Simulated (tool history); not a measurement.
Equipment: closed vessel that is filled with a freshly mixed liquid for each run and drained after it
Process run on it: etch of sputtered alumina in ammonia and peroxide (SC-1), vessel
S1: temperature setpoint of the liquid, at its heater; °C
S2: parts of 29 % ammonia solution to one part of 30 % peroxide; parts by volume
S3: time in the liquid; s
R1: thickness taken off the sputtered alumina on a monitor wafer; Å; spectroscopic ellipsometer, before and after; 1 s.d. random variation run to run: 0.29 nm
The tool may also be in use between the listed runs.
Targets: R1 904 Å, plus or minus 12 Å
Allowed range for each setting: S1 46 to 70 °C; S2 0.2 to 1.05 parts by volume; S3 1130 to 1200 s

run 1 hour=0 | S1=62 S2=0.55 S3=1130 | R1=613.1
run 2 hour=9.2 | S1=63 S2=0.55 S3=1130 | R1=647.24
run 3 hour=14.5 | S1=64 S2=0.55 S3=1130 | R1=681.23
run 4 hour=22.5 | S1=65 S2=0.55 S3=1130 | R1=712.78
run 5 hour=23.6 | S1=65 S2=0.55 S3=1130 | R1=715.01
run 6 hour=30.2 | S1=65.5 S2=0.55 S3=1130 | R1=734.79
run 7 hour=33.8 | S1=65.5 S2=0.55 S3=1130 | R1=731.21
run 8 hour=41 | S1=66 S2=0.55 S3=1130 | R1=749.54
run 9 hour=47.1 | S1=66.5 S2=0.55 S3=1130 | R1=768.19
run 10 hour=53.6 | S1=67 S2=0.55 S3=1130 | R1=786.92
run 11 hour=60.4 | S1=67.5 S2=0.55 S3=1130 | R1=805.55

Which one of the following 5 next-run settings gets every result inside its allowed miss? There is exactly one.
run A hour=67.2 | S1=70 S2=0.45 S3=1200 | R1=?
run B hour=67.2 | S1=64 S2=0.75 S3=1195 | R1=?
run C hour=67.2 | S1=70 S2=0.65 S3=1140 | R1=?
run D hour=67.2 | S1=69.5 S2=0.5 S3=1190 | R1=?
run E hour=67.2 | S1=69 S2=0.55 S3=1170 | R1=?

move=A R1=951.37
move=B R1=741.05
move=C R1=935.6
move=D R1=930.21
move=E R1=900.83
A: takes the result that was furthest off past its target
B: the biggest miss grows against the last run
C: takes the result that was furthest off past its target
D: takes the result that was furthest off past its target
E: all results in spec
Move E is the one to make.

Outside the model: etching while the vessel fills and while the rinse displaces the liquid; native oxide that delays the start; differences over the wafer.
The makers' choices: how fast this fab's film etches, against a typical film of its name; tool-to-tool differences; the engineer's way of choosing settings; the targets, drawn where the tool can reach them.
